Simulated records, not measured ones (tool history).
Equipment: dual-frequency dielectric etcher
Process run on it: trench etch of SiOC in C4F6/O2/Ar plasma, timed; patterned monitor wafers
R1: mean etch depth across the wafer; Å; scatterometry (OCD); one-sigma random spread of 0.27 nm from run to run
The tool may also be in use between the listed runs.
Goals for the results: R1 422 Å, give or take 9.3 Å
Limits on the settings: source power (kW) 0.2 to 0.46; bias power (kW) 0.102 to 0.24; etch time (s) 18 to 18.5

run 1 hour=0 | source_power_(kW)=0.33 bias_power_(kW)=0.171 etch_time_(s)=18 | R1=374.2
run 2 hour=7.1 | source_power_(kW)=0.34 bias_power_(kW)=0.173 etch_time_(s)=18 | R1=383.71
run 3 hour=11.4 | source_power_(kW)=0.34 bias_power_(kW)=0.159 etch_time_(s)=18 | R1=361.08
run 4 hour=17.5 | source_power_(kW)=0.35 bias_power_(kW)=0.161 etch_time_(s)=18 | R1=368.15
run 5 hour=20.4 | source_power_(kW)=0.36 bias_power_(kW)=0.164 etch_time_(s)=18 | R1=375.7
run 6 hour=24.8 | source_power_(kW)=0.36 bias_power_(kW)=0.164 etch_time_(s)=18.5 | R1=389.22
run 7 hour=31 | source_power_(kW)=0.37 bias_power_(kW)=0.165 etch_time_(s)=18.5 | R1=386.92
run 8 hour=33.4 | source_power_(kW)=0.37 bias_power_(kW)=0.169 etch_time_(s)=18.5 | R1=395.56
run 9 hour=34.8 | source_power_(kW)=0.37 bias_power_(kW)=0.169 etch_time_(s)=18.5 | R1=401.59
run 10 hour=38.2 | source_power_(kW)=0.38 bias_power_(kW)=0.17 etch_time_(s)=18.5 | R1=399.68
run 11 hour=41.3 | source_power_(kW)=0.39 bias_power_(kW)=0.172 etch_time_(s)=18.5 | R1=409.28
run 12 hour=46.5 | source_power_(kW)=0.39 bias_power_(kW)=0.173 etch_time_(s)=18.5 | R1=412.43

Of the 5 settings listed for the next run, only one would bring every result within its allowed miss of target. Which one?
run A hour=51.7 | source_power_(kW)=0.35 bias_power_(kW)=0.178 etch_time_(s)=18.5 | R1=?
run B hour=51.7 | source_power_(kW)=0.36 bias_power_(kW)=0.17 etch_time_(s)=18.5 | R1=?
run C hour=51.7 | source_power_(kW)=0.4 bias_power_(kW)=0.176 etch_time_(s)=18.5 | R1=?
run D hour=51.7 | source_power_(kW)=0.44 bias_power_(kW)=0.149 etch_time_(s)=18.5 | R1=?
run E hour=51.7 | source_power_(kW)=0.37 bias_power_(kW)=0.171 etch_time_(s)=18 | R1=?

move=A R1=396.67
move=B R1=391.73
move=C R1=414.8
move=D R1=395.4
move=E R1=386.25
A: moves away from the targets compared with the last run
B: moves away from the targets compared with the last run
C: all results land within tolerance of their targets
D: moves away from the targets compared with the last run
E: moves away from the targets compared with the last run
The right move is C.
